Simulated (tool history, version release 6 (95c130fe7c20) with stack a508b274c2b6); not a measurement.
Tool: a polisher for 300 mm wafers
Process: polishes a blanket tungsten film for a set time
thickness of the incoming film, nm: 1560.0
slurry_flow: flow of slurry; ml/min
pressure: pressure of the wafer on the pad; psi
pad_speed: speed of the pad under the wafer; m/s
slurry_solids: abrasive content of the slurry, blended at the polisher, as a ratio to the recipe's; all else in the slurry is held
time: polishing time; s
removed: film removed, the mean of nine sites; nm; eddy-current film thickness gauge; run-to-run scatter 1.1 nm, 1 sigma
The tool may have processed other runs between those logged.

run 1 day=0.000 | slurry_flow=150 pressure=2.7 pad_speed=1.10 slurry_solids=1.0 time=54 | removed=173.14
run 2 day=0.250 | slurry_flow=150 pressure=3.3 pad_speed=1.10 slurry_solids=1.0 time=54 | removed=207.50
run 3 day=0.538 | slurry_flow=150 pressure=3.1 pad_speed=1.08 slurry_solids=1.0 time=54 | removed=191.83
run 4 day=0.612 | slurry_flow=125 pressure=3.1 pad_speed=1.08 slurry_solids=1.0 time=54 | removed=190.44
run 5 day=0.804 | slurry_flow=125 pressure=2.9 pad_speed=1.06 slurry_solids=1.0 time=54 | removed=177.52
run 6 day=0.842 | slurry_flow=125 pressure=2.7 pad_speed=1.04 slurry_solids=1.0 time=54 | removed=160.18
run 7 day=1.154 | slurry_flow=125 pressure=2.6 pad_speed=1.02 slurry_solids=1.0 time=54 | removed=154.43
run 8 day=1.279 | slurry_flow=125 pressure=2.5 pad_speed=1.00 slurry_solids=1.0 time=54 | removed=144.08

Run 9 is up next; what results do you expect?
run 9 day=1.421 | slurry_flow=120 pressure=1.8 pad_speed=0.96 slurry_solids=1.0 time=54 | removed=?

removed: 101.29 nm
